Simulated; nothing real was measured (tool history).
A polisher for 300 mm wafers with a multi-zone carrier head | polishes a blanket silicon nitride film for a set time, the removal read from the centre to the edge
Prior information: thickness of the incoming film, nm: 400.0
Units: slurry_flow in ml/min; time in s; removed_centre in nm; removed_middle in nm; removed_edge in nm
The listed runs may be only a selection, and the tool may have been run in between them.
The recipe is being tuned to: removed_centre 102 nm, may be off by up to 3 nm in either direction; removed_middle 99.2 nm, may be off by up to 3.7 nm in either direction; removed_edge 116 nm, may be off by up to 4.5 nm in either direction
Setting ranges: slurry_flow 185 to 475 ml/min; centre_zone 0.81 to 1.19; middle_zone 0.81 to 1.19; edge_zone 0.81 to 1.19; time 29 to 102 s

run,hour,slurry_flow,centre_zone,middle_zone,edge_zone,time,removed_centre,removed_middle,removed_edge
1,0,305,1,1,1,65,119.02,119.12,112.34
2,4.7,305,1,1,1,58,106.53,104.62,101.58
3,12.8,305,1,1,1,66,119.58,121.71,114.07
4,21.7,305,1,1.03,1,66,119.41,125.19,111.92
5,26.3,300,0.97,1,1,65,114.22,118.08,112.48
6,32.7,300,0.92,1,1,65,109.07,118.63,112.74
7,37.6,295,0.91,0.97,1.01,65,106.19,114.6,113.92
8,45.5,290,0.91,0.94,1.01,65,106.88,114.58,114.28
# hour 50.7: edge zone pressure recalibrated
9,50.7,295,0.91,0.91,1.03,64,105.94,109.9,119.33
10,51.8,290,0.91,0.89,1.02,64,104.9,106.01,117.73
11,54,285,0.91,0.88,1.01,64,105.74,105.06,117.74
12,59,280,0.91,0.87,1.01,64,105.31,104.2,117.33

Which of these 5 next moves meets every target?
A,64,240,0.89,0.95,0.91,67,?,?,?
B,64,265,0.86,0.88,1.07,66,?,?,?
C,64,325,0.92,0.93,0.94,64,?,?,?
D,64,285,0.9,0.84,1.04,63,?,?,?
E,64,285,0.86,0.88,0.94,70,?,?,?

move,removed_centre,removed_middle,removed_edge
A,106.25,114.91,114.16
B,102.55,108.07,122.09
C,109.18,111.89,113.67
D,103.45,100.4,115.86
E,109.82,115.65,123.07
A: further off than the last run
B: further off than the last run
C: further off than the last run
D: all results in spec
E: further off than the last run
Answer: D

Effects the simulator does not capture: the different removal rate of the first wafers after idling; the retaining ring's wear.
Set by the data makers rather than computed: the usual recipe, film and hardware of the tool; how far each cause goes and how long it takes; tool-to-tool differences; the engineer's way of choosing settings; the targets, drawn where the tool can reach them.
